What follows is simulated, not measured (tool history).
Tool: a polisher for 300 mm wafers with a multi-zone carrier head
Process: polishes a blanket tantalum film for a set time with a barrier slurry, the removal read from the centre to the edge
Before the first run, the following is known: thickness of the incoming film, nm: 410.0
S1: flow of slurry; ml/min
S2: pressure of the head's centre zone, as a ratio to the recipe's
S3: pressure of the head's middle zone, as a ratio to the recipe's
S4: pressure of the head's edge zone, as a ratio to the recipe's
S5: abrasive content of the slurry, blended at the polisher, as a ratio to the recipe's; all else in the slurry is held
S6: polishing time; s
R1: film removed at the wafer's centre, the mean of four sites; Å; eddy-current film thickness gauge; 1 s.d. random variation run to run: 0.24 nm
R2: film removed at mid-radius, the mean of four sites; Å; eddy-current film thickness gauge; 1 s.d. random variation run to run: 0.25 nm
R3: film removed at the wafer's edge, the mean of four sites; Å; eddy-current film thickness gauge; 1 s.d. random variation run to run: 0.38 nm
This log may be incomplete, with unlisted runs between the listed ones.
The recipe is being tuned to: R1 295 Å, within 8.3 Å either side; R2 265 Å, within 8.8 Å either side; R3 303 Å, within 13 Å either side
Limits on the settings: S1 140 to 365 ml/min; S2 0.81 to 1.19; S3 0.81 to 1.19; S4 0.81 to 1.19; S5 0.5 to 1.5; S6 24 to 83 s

Run 1, hour 0: S1 235 ml/min, S2 1, S3 1, S4 1, S5 1, S6 53 s. Result: R1 602.58 Å, R2 575.2 Å, R3 612.47 Å.
Run 2, hour 0.7: S1 230 ml/min, S2 0.99, S3 0.98, S4 0.98, S5 0.9, S6 49 s. Result: R1 524.69 Å, R2 509.34 Å, R3 511.86 Å.
Run 3, hour 7.6: S1 225 ml/min, S2 0.99, S3 0.95, S4 1.01, S5 0.85, S6 46 s. Result: R1 479.22 Å, R2 444.7 Å, R3 482.81 Å.
Run 4, hour 15.6: S1 225 ml/min, S2 1.03, S3 0.95, S4 1.01, S5 0.85, S6 46 s. Result: R1 494.64 Å, R2 452.1 Å, R3 486.61 Å.
Run 5, hour 23.5: S1 225 ml/min, S2 1.03, S3 1, S4 1.01, S5 0.85, S6 46 s. Result: R1 497.76 Å, R2 472.59 Å, R3 481.14 Å.
At hour 28.1: worn pad replaced by a new one.
Run 6, hour 28.1: S1 245 ml/min, S2 1.03, S3 1, S4 1.01, S5 0.85, S6 46 s. Result: R1 560.66 Å, R2 524.08 Å, R3 542.64 Å.
Run 7, hour 36.3: S1 180 ml/min, S2 0.96, S3 0.9, S4 0.98, S5 0.6, S6 38 s. Result: R1 329.01 Å, R2 304.69 Å, R3 345.86 Å.
Run 8, hour 43.4: S1 175 ml/min, S2 0.96, S3 0.89, S4 0.96, S5 0.6, S6 38 s. Result: R1 327.49 Å, R2 301.47 Å, R3 343.79 Å.
Run 9, hour 49.1: S1 175 ml/min, S2 0.96, S3 0.89, S4 0.96, S5 0.6, S6 38 s. Result: R1 329.84 Å, R2 310.92 Å, R3 347.89 Å.
Run 10, hour 57: S1 165 ml/min, S2 0.95, S3 0.81, S4 0.88, S5 0.5, S6 34 s. Result: R1 239.44 Å, R2 209.84 Å, R3 245.19 Å.
Run 11, hour 65.2: S1 165 ml/min, S2 0.96, S3 0.83, S4 0.9, S5 0.5, S6 34 s. Result: R1 245.5 Å, R2 212.68 Å, R3 242.33 Å.
Run 12, hour 73.5: S1 230 ml/min, S2 0.92, S3 0.85, S4 1, S5 0.75, S6 36 s. Result: R1 362.95 Å, R2 333.19 Å, R3 392.75 Å.
Run 13, hour 77.1: S1 230 ml/min, S2 0.92, S3 0.85, S4 1, S5 0.75, S6 36 s. Result: R1 359.58 Å, R2 337.96 Å, R3 402.96 Å.
Run 14, hour 82.9: S1 220 ml/min, S2 0.92, S3 0.85, S4 0.98, S5 0.75, S6 36 s. Result: R1 359.82 Å, R2 338.49 Å, R3 383.67 Å.

Below are 4 possible settings for the next run. Only one of them brings all results inside the allowed miss of their targets. Which is it?
Run A, hour 88.7: S1 140 ml/min, S2 0.86, S3 0.81, S4 0.89, S5 0.55, S6 41 s. Result: R1 ?, R2 ?, R3 ?.
Run B, hour 88.7: S1 285 ml/min, S2 0.93, S3 0.83, S4 0.92, S5 1, S6 25 s. Result: R1 ?, R2 ?, R3 ?.
Run C, hour 88.7: S1 195 ml/min, S2 0.87, S3 0.81, S4 1.07, S5 0.7, S6 31 s. Result: R1 ?, R2 ?, R3 ?.
Run D, hour 88.7: S1 190 ml/min, S2 0.84, S3 0.97, S4 1.11, S5 0.75, S6 30 s. Result: R1 ?, R2 ?, R3 ?.

move      R1      R2      R3
   A  282.91  268.55  315.56
   B  299.48  264.79  302.36
   C  276.76  257.92   326.6
   D  268.83  301.13  334.16
A: brings the result that was furthest off to its target, and leaves another outside
B: in spec on every target
C: brings the result that was furthest off to its target, and leaves another outside
D: nearer the targets than the last run, but a result is still out of spec
The move that meets every target is B.
